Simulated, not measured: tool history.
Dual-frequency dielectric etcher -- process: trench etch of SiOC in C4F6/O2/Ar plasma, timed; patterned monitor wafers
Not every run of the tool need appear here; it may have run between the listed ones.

run,hour,source power (kW),bias power (kW),etch time (s),mean etch depth across the wafer (angstrom)
1,0.0,0.320,0.235,7.5,169.73
2,8.5,0.270,0.235,7.5,160.26
3,11.4,0.270,0.256,7.5,168.40
4,12.4,0.270,0.296,7.5,179.49
5,15.5,0.270,0.296,7.5,179.94
6,18.0,0.260,0.283,7.5,175.05
7,21.7,0.200,0.236,7.0,139.62
8,25.7,0.200,0.237,7.0,139.46

Forecast run 9:
9,29.9,0.200,0.238,7.0,?

{"run 9": {"mean etch depth across the wafer (angstrom)": 139.17}}
